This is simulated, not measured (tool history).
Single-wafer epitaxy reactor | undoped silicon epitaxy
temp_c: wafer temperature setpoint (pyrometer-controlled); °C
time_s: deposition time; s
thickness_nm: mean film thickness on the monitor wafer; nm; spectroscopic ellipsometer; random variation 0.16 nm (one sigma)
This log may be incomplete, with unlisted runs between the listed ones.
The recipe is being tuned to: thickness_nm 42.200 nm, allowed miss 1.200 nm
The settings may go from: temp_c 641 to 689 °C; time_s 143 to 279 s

Run 1, hour 0.0: temp_c 665 °C, time_s 211 s. Result: thickness_nm 49.306 nm.
Run 2, hour 2.3: temp_c 664 °C, time_s 211 s. Result: thickness_nm 48.168 nm.
Run 3, hour 4.5: temp_c 663 °C, time_s 211 s. Result: thickness_nm 46.861 nm.
Run 4, hour 11.7: temp_c 663 °C, time_s 240 s. Result: thickness_nm 53.247 nm.
Run 5, hour 18.8: temp_c 663 °C, time_s 258 s. Result: thickness_nm 57.645 nm.
Run 6, hour 25.1: temp_c 661 °C, time_s 258 s. Result: thickness_nm 54.943 nm.
Run 7, hour 27.7: temp_c 659 °C, time_s 258 s. Result: thickness_nm 51.685 nm.
Run 8, hour 31.6: temp_c 658 °C, time_s 258 s. Result: thickness_nm 50.789 nm.
Run 9, hour 37.3: temp_c 657 °C, time_s 258 s. Result: thickness_nm 49.590 nm.
Run 10, hour 42.4: temp_c 657 °C, time_s 258 s. Result: thickness_nm 49.828 nm.
Run 11, hour 46.8: temp_c 656 °C, time_s 258 s. Result: thickness_nm 48.111 nm.
Run 12, hour 52.8: temp_c 655 °C, time_s 258 s. Result: thickness_nm 47.216 nm.
Run 13, hour 60.2: temp_c 655 °C, time_s 258 s. Result: thickness_nm 46.940 nm.
Run 14, hour 67.2: temp_c 654 °C, time_s 258 s. Result: thickness_nm 46.037 nm.
Run 15, hour 69.6: temp_c 653 °C, time_s 258 s. Result: thickness_nm 45.014 nm.

Exercise: of the 5 proposed moves below, exactly one satisfies all targets within the stated allowed misses. Which move is it?
Run A, hour 72.0: temp_c 657 °C, time_s 258 s. Result: thickness_nm ?.
Run B, hour 72.0: temp_c 650 °C, time_s 264 s. Result: thickness_nm ?.
Run C, hour 72.0: temp_c 653 °C, time_s 264 s. Result: thickness_nm ?.
Run D, hour 72.0: temp_c 654 °C, time_s 221 s. Result: thickness_nm ?.
Run E, hour 72.0: temp_c 646 °C, time_s 273 s. Result: thickness_nm ?.

move  thickness_nm
   A        49.414
   B        42.523
   C        45.816
   D        39.314
   E        39.776
A: its largest miss is bigger than the last run's
B: all results land within tolerance of their targets
C: its largest miss is bigger than the last run's
D: carries the result that was furthest off beyond its target, to the other side
E: carries the result that was furthest off beyond its target, to the other side
Move B is the one to make.

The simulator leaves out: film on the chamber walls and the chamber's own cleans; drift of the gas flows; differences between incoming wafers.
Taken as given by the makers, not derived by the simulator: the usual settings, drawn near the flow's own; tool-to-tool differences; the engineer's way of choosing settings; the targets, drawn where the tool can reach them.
